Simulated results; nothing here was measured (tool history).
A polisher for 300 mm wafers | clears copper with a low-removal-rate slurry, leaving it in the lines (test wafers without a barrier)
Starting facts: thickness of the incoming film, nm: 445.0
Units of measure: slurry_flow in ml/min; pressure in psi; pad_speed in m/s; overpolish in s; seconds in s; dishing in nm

run  hour  slurry_flow  pressure  pad_speed  slurry_solids  overpolish  seconds  dishing
  1     0          290       3.6       0.84              1          23   142.43   43.907
  2   5.5          290       3.1       0.88              1          19   153.87   34.953
  3   7.1          285       2.7       0.92           0.95          16   171.58   27.409
  4  10.4          285       2.7       0.92           1.05          16   163.74    28.88
  5  13.6          285       1.9       0.92           1.05          16    214.1   20.914
  6  15.5          285       1.6       0.92           1.05          16   258.78    19.41
  7  16.1          260       1.6       0.96           1.15          14   240.97   18.088
  8  21.1          240       1.6       1.02           1.25          12   215.82   16.641
  9  26.1          200       2.3       1.08            1.5           7   156.83   14.045
 10  28.3          205       2.3       1.08           1.45           7      156   14.368
 11  30.7          210       2.3       1.08           1.45           7   152.48    14.39
 12  31.8          205         2       1.08           1.45          11   171.62   19.374
 13  39.3          215       2.1       1.06           1.45          10   169.52   18.004
 14  43.7          210       2.1       1.06            1.4          10   172.43   18.215
 15  45.3          225       2.1       1.06            1.4          10   171.52   17.823
 16  46.7          225       2.1       1.06            1.4          10   173.14   17.803
 17  49.5          215       2.2       1.06            1.4          10   162.67    18.92
 18  51.3          230       2.2       1.06            1.4          10   166.92   18.493
 19  59.2          220       2.2       1.06            1.4          10   167.99   18.931
 20  64.8          300       1.8       1.08            1.4           7   185.04   11.825
 21  68.9          300       1.8       1.08            1.4           7    178.8   12.007
 22  75.4          300       2.2       1.08            1.4          13   160.13   24.273
 23  79.9          300       2.3       1.06           1.35          12   152.39   22.919
 24  87.5          305       2.3       1.06           1.35          11   157.42   21.579

Estimate the outcome of run 25 from the log above:
 25  90.8          305       2.3       1.06           1.35          11        ?        ?

seconds: 151.1 s
dishing: 21.426 nm
